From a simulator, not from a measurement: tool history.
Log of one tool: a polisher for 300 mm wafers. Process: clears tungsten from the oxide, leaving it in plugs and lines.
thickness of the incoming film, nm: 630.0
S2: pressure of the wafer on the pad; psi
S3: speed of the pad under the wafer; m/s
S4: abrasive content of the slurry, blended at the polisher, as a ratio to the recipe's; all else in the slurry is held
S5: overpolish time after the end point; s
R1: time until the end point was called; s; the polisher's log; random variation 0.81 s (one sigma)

run 1 hour=0 | flow_of_slurry_(ml/min)=275 S2=4 S3=1.14 S4=1 S5=10 | R1=112.69
run 2 hour=2.2 | flow_of_slurry_(ml/min)=275 S2=4 S3=1.14 S4=1.1 S5=10 | R1=108.67
run 3 hour=6.6 | flow_of_slurry_(ml/min)=275 S2=4 S3=1.14 S4=1.1 S5=7 | R1=109.58
run 4 hour=13.2 | flow_of_slurry_(ml/min)=275 S2=4 S3=1.14 S4=1.3 S5=7 | R1=104.44
run 5 hour=15.7 | flow_of_slurry_(ml/min)=275 S2=4.3 S3=1.14 S4=1.3 S5=7 | R1=98.825
run 6 hour=23 | flow_of_slurry_(ml/min)=275 S2=4.3 S3=1.14 S4=1.3 S5=10 | R1=99.167
run 7 hour=23.9 | flow_of_slurry_(ml/min)=275 S2=4.3 S3=1.14 S4=1.3 S5=10 | R1=100.02
run 8 hour=27.6 | flow_of_slurry_(ml/min)=275 S2=4.6 S3=1.14 S4=1.3 S5=10 | R1=94.855
run 9 hour=33.2 | flow_of_slurry_(ml/min)=275 S2=4.6 S3=1.14 S4=1.3 S5=10 | R1=93.843
run 10 hour=39 | flow_of_slurry_(ml/min)=275 S2=4.6 S3=1.14 S4=1.3 S5=10 | R1=94.286
run 11 hour=46.9 | flow_of_slurry_(ml/min)=275 S2=4.8 S3=1.14 S4=1.3 S5=10 | R1=95.284
run 12 hour=50.6 | flow_of_slurry_(ml/min)=275 S2=5.1 S3=1.16 S4=1.3 S5=10 | R1=87.542
run 13 hour=51.2 | flow_of_slurry_(ml/min)=275 S2=5.3 S3=1.16 S4=1.3 S5=10 | R1=86.6

Run 14 comes next. What will it give?
run 14 hour=59.2 | flow_of_slurry_(ml/min)=275 S2=5.5 S3=1.16 S4=1.3 S5=10 | R1=?

{"run 14": {"R1": 83.691}}
